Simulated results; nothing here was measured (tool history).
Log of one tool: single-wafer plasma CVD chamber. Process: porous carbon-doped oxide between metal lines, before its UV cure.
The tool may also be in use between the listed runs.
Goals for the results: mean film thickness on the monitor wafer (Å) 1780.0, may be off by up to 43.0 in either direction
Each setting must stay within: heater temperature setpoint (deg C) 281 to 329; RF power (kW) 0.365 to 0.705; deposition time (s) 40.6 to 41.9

run,hour,heater temperature setpoint (deg C),RF power (kW),deposition time (s),mean film thickness on the monitor wafer (Å)
1,0.0,305,0.535,40.6,2206.9
2,8.0,310,0.510,40.6,2088.6
3,12.3,317,0.510,40.6,2018.8
4,13.6,327,0.510,40.6,1936.4
5,21.0,320,0.510,40.6,1995.1
6,26.6,320,0.475,40.6,1897.2
7,30.9,321,0.470,40.6,1878.9
8,33.1,322,0.465,40.6,1853.7
9,37.1,323,0.460,40.6,1843.7

Consider the 5 candidate settings below. Which is the only one whose results all fall within their allowed miss of target?
A,41.1,327,0.480,41.9,?
B,41.1,310,0.430,41.9,?
C,41.1,310,0.425,41.9,?
D,41.1,329,0.465,40.6,?
E,41.1,315,0.475,41.9,?

move,mean film thickness on the monitor wafer (Å)
A,1904.7
B,1893.1
C,1875.4
D,1791.1
E,1995.0
A: further off than the last run
B: further off than the last run
C: further off than the last run
D: each result inside its tolerance
E: further off than the last run
Answer: D
